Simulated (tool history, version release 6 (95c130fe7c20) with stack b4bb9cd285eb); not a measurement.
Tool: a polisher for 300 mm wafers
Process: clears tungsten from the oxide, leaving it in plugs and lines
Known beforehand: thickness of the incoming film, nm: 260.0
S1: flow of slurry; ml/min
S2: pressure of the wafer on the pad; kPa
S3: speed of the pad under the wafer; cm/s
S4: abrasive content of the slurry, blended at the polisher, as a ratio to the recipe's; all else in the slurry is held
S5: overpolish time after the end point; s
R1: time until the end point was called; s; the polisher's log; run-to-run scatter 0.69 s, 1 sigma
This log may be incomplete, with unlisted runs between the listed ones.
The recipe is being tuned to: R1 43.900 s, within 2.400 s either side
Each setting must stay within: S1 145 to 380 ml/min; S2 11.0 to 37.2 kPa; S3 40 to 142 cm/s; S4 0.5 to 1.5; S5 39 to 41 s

run	hour	S1	S2	S3	S4	S5	R1
1	0.0	245	24.1	90	1.0	39	58.441
2	1.6	245	24.8	90	1.0	39	55.563
3	8.7	245	25.5	90	1.0	39	54.200
4	16.6	245	25.5	90	0.8	39	57.647
5	18.7	245	25.5	80	0.8	39	64.995
6	26.1	245	25.5	80	1.0	39	62.244
7	30.9	245	26.9	80	1.0	39	59.190
8	38.2	245	28.3	80	1.0	39	55.773
9	39.7	245	29.0	80	1.0	39	53.631
10	42.7	245	29.6	80	1.0	39	52.771
11	47.3	245	30.3	80	1.0	39	52.393
12	49.4	245	31.0	80	1.0	39	51.629
13	58.1	245	31.7	80	1.0	39	50.772
14	66.7	245	32.4	80	1.0	39	48.368
15	69.2	245	33.1	80	1.0	39	48.621
16	73.8	245	33.8	80	1.0	39	48.205
17	78.1	245	33.8	80	1.0	39	46.887

Which single option among these 4 for the next run brings every result within its allowed miss of target? Just one does.
A	82.4	205	37.2	84	1.1	39	?
B	82.4	210	37.2	88	0.9	39	?
C	82.4	205	36.5	70	1.0	39	?
D	82.4	245	31.0	96	0.9	41	?

move	R1
A	40.233
B	40.325
C	50.031
D	43.642
A: takes the result that was furthest off past its target
B: takes the result that was furthest off past its target
C: lands further from the targets than the last run did
D: meets every target
So the answer is move D, the one that meets all the targets.

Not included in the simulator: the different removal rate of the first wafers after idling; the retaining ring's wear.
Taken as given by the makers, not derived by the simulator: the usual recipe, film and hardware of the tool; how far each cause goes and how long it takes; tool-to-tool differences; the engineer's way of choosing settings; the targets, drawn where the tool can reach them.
